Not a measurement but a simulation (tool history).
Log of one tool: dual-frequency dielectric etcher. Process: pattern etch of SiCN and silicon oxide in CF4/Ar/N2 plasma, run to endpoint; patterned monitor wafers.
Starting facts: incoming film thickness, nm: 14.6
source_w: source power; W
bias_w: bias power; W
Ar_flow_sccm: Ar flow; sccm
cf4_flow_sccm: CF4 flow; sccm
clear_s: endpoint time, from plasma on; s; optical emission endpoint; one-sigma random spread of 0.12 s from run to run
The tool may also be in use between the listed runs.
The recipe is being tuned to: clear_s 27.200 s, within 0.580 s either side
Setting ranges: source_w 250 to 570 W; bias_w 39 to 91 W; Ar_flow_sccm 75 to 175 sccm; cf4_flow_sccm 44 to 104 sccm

{"run": 1, "day": 0.0, "source_w": 410, "bias_w": 65, "Ar_flow_sccm": 125, "cf4_flow_sccm": 74, "clear_s": 19.705}
{"run": 2, "day": 0.217, "source_w": 410, "bias_w": 65, "Ar_flow_sccm": 140, "cf4_flow_sccm": 74, "clear_s": 20.059}
{"run": 3, "day": 0.512, "source_w": 370, "bias_w": 64, "Ar_flow_sccm": 140, "cf4_flow_sccm": 74, "clear_s": 21.897}
{"run": 4, "day": 0.579, "source_w": 370, "bias_w": 69, "Ar_flow_sccm": 140, "cf4_flow_sccm": 74, "clear_s": 21.465}
{"run": 5, "day": 0.733, "source_w": 340, "bias_w": 68, "Ar_flow_sccm": 140, "cf4_flow_sccm": 74, "clear_s": 23.119}
{"run": 6, "day": 0.983, "source_w": 370, "bias_w": 68, "Ar_flow_sccm": 140, "cf4_flow_sccm": 74, "clear_s": 21.531}
{"run": 7, "day": 1.171, "source_w": 340, "bias_w": 68, "Ar_flow_sccm": 140, "cf4_flow_sccm": 74, "clear_s": 23.02}
{"run": 8, "day": 1.279, "source_w": 340, "bias_w": 68, "Ar_flow_sccm": 140, "cf4_flow_sccm": 74, "clear_s": 22.971}
{"run": 9, "day": 1.6, "source_w": 320, "bias_w": 68, "Ar_flow_sccm": 140, "cf4_flow_sccm": 74, "clear_s": 24.245}
{"run": 10, "day": 1.879, "source_w": 310, "bias_w": 68, "Ar_flow_sccm": 140, "cf4_flow_sccm": 74, "clear_s": 24.958}
{"run": 11, "day": 2.038, "source_w": 300, "bias_w": 68, "Ar_flow_sccm": 140, "cf4_flow_sccm": 74, "clear_s": 25.414}
{"run": 12, "day": 2.354, "source_w": 290, "bias_w": 68, "Ar_flow_sccm": 140, "cf4_flow_sccm": 74, "clear_s": 26.346}

Below are 5 possible settings for the next run. Only one of them brings all results inside the allowed miss of their targets. Which is it?
{"run": "A", "day": 2.671, "source_w": 280, "bias_w": 69, "Ar_flow_sccm": 113, "cf4_flow_sccm": 67, "clear_s": "?"}
{"run": "B", "day": 2.671, "source_w": 280, "bias_w": 45, "Ar_flow_sccm": 114, "cf4_flow_sccm": 95, "clear_s": "?"}
{"run": "C", "day": 2.671, "source_w": 260, "bias_w": 84, "Ar_flow_sccm": 136, "cf4_flow_sccm": 60, "clear_s": "?"}
{"run": "D", "day": 2.671, "source_w": 270, "bias_w": 59, "Ar_flow_sccm": 139, "cf4_flow_sccm": 79, "clear_s": "?"}
{"run": "E", "day": 2.671, "source_w": 330, "bias_w": 48, "Ar_flow_sccm": 114, "cf4_flow_sccm": 79, "clear_s": "?"}

move=A clear_s=26.471
move=B clear_s=28.691
move=C clear_s=27.346
move=D clear_s=28.867
move=E clear_s=25.409
A: moves toward the targets from the last run without getting all of them in spec
B: the result that was furthest off in the last run now lies on the other side of its target
C: every result lands within tolerance
D: the result that was furthest off in the last run now lies on the other side of its target
E: moves away from the targets compared with the last run
So the answer is move C, the one that meets all the targets.
